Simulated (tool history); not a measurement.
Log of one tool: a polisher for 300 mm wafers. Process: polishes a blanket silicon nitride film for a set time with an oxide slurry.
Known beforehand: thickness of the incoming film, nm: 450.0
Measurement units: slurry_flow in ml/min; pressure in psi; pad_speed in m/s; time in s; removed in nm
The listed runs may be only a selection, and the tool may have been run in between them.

{"run": 1, "day": 0.0, "slurry_flow": 160, "pressure": 4.7, "pad_speed": 0.92, "slurry_solids": 1.0, "time": 46, "removed": 40.079}
{"run": 2, "day": 0.362, "slurry_flow": 165, "pressure": 5.0, "pad_speed": 0.92, "slurry_solids": 1.0, "time": 46, "removed": 42.342}
{"run": 3, "day": 0.592, "slurry_flow": 140, "pressure": 5.0, "pad_speed": 0.92, "slurry_solids": 1.0, "time": 46, "removed": 42.672}
{"run": 4, "day": 0.767, "slurry_flow": 140, "pressure": 5.0, "pad_speed": 0.84, "slurry_solids": 1.0, "time": 46, "removed": 39.155}
{"run": 5, "day": 1.121, "slurry_flow": 140, "pressure": 5.3, "pad_speed": 0.84, "slurry_solids": 1.0, "time": 46, "removed": 41.457}
{"run": 6, "day": 1.392, "slurry_flow": 140, "pressure": 5.3, "pad_speed": 0.84, "slurry_solids": 1.0, "time": 46, "removed": 41.802}
{"run": 7, "day": 1.679, "slurry_flow": 140, "pressure": 5.5, "pad_speed": 0.84, "slurry_solids": 1.0, "time": 46, "removed": 42.707}
{"run": 8, "day": 1.925, "slurry_flow": 140, "pressure": 5.8, "pad_speed": 0.84, "slurry_solids": 1.0, "time": 46, "removed": 45.042}
{"run": 9, "day": 2.042, "slurry_flow": 140, "pressure": 5.8, "pad_speed": 0.84, "slurry_solids": 1.0, "time": 46, "removed": 45.378}
{"run": 10, "day": 2.288, "slurry_flow": 140, "pressure": 6.0, "pad_speed": 0.84, "slurry_solids": 1.0, "time": 46, "removed": 45.829}
{"run": 11, "day": 2.538, "slurry_flow": 140, "pressure": 6.2, "pad_speed": 0.84, "slurry_solids": 1.0, "time": 46, "removed": 48.525}
{"run": 12, "day": 2.721, "slurry_flow": 140, "pressure": 6.3, "pad_speed": 0.84, "slurry_solids": 1.0, "time": 46, "removed": 48.828}
{"run": 13, "day": 2.762, "slurry_flow": 140, "pressure": 6.3, "pad_speed": 0.84, "slurry_solids": 1.0, "time": 46, "removed": 48.843}

Run 14, settings as shown, results not yet in. Your forecast:
{"run": 14, "day": 2.862, "slurry_flow": 140, "pressure": 6.4, "pad_speed": 0.84, "slurry_solids": 1.0, "time": 46, "removed": "?"}

Run 14 yielded removed 49.753 nm.
